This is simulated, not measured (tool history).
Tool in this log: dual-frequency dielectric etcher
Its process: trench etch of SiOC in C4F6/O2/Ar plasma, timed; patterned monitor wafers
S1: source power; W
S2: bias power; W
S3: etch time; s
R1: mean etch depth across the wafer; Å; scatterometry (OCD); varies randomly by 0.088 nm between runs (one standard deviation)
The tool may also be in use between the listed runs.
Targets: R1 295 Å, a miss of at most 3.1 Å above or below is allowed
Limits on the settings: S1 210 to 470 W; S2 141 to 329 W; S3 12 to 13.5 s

| run | day | S1 | S2 | S3 | R1 |
|---|---|---|---|---|---|
| 1 | 0 | 340 | 235 | 13.5 | 280.69 |
| 2 | 0.333 | 340 | 235 | 12 | 247.99 |
| 3 | 0.675 | 370 | 240 | 12 | 255.22 |
| 4 | 0.75 | 380 | 259 | 12 | 260.94 |
| 5 | 0.975 | 410 | 259 | 12 | 268.64 |
| 6 | 1.104 | 460 | 259 | 12 | 276.76 |
| 7 | 1.246 | 460 | 270 | 12 | 280.32 |
| 8 | 1.592 | 460 | 278 | 12 | 282.53 |
| 9 | 1.825 | 460 | 285 | 12 | 283.85 |
| 10 | 1.958 | 460 | 291 | 12 | 285.1 |
|  | 2.142 | bias power generator calibrated |
| 11 | 2.142 | 460 | 297 | 12 | 286.98 |
| 12 | 2.175 | 460 | 301 | 12 | 288.74 |
| 13 | 2.433 | 460 | 301 | 12 | 288.09 |

Exercise: of the 5 proposed moves below, exactly one satisfies all targets within the stated allowed misses. Which move is it?
| A | 2.692 | 440 | 280 | 12 | ? |
| B | 2.692 | 440 | 312 | 12 | ? |
| C | 2.692 | 450 | 311 | 12 | ? |
| D | 2.692 | 470 | 274 | 12.5 | ? |
| E | 2.692 | 470 | 294 | 12.5 | ? |

| move | R1 |
|---|---|
| A | 279.58 |
| B | 286.62 |
| C | 288.38 |
| D | 295.79 |
| E | 300.51 |
A: misses by more than the last run did
B: misses by more than the last run did
C: just as far off the targets as the last run
D: in spec on every target
E: pushes the last run's worst result past its target
Correct choice: D, which meets every target
